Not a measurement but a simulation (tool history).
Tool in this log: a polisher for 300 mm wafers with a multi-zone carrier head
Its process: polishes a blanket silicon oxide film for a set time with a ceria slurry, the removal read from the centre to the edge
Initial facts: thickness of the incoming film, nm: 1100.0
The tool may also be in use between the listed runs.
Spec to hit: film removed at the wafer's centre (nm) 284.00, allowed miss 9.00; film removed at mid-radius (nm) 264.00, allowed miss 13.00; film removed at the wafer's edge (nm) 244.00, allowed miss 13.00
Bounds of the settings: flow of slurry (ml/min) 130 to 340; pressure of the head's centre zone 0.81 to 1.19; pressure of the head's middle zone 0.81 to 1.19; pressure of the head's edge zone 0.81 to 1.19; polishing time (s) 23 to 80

| run | hour | flow of slurry (ml/min) | pressure of the head's centre zone | pressure of the head's middle zone | pressure of the head's edge zone | polishing time (s) | film removed at the wafer's centre (nm) | film removed at mid-radius (nm) | film removed at the wafer's edge (nm) |
|---|---|---|---|---|---|---|---|---|---|
| 1 | 0.0 | 220 | 1.00 | 1.00 | 1.00 | 51 | 171.72 | 172.14 | 166.35 |
| 2 | 6.5 | 225 | 1.03 | 1.02 | 1.02 | 54 | 195.09 | 182.20 | 175.14 |
| 3 | 12.2 | 225 | 1.03 | 1.02 | 1.02 | 64 | 225.90 | 213.72 | 211.67 |
| 4 | 14.0 | 225 | 1.03 | 1.06 | 1.02 | 64 | 223.87 | 217.19 | 209.87 |
| 5 | 18.6 | 225 | 1.09 | 1.06 | 1.02 | 64 | 237.53 | 220.44 | 211.98 |
| 6 | 27.3 | 270 | 1.09 | 1.06 | 1.02 | 64 | 242.21 | 225.92 | 218.88 |
| 7 | 30.4 | 275 | 1.10 | 1.07 | 1.02 | 65 | 251.15 | 230.87 | 217.37 |
| 8 | 39.2 | 275 | 1.10 | 1.08 | 1.03 | 66 | 254.38 | 236.32 | 222.85 |
| 9 | 43.1 | 275 | 1.10 | 1.09 | 1.03 | 67 | 259.14 | 245.22 | 226.30 |
| 10 | 43.9 | 275 | 1.11 | 1.09 | 1.04 | 68 | 264.71 | 243.29 | 233.32 |
| 11 | 44.5 | 275 | 1.11 | 1.10 | 1.04 | 69 | 271.54 | 252.88 | 231.44 |

Exactly one of the 5 candidate moves below puts every result within its allowed miss. Which one?
| A | 45.1 | 250 | 1.11 | 1.10 | 1.07 | 68 | ? | ? | ? |
| B | 45.1 | 260 | 1.13 | 1.19 | 1.16 | 66 | ? | ? | ? |
| C | 45.1 | 250 | 1.11 | 1.09 | 1.00 | 74 | ? | ? | ? |
| D | 45.1 | 290 | 0.99 | 1.05 | 1.11 | 74 | ? | ? | ? |
| E | 45.1 | 340 | 1.00 | 0.98 | 1.08 | 72 | ? | ? | ? |

| move | film removed at the wafer's centre (nm) | film removed at mid-radius (nm) | film removed at the wafer's edge (nm) |
|---|---|---|---|
| A | 264.22 | 242.50 | 227.52 |
| B | 262.62 | 250.04 | 230.70 |
| C | 287.52 | 262.24 | 239.54 |
| D | 261.02 | 259.99 | 255.62 |
| E | 260.81 | 244.99 | 248.36 |
A: misses by more than the last run did
B: misses by more than the last run did
C: all results land within tolerance of their targets
D: misses by more than the last run did
E: misses by more than the last run did
C is the move that brings every result within its allowed miss.

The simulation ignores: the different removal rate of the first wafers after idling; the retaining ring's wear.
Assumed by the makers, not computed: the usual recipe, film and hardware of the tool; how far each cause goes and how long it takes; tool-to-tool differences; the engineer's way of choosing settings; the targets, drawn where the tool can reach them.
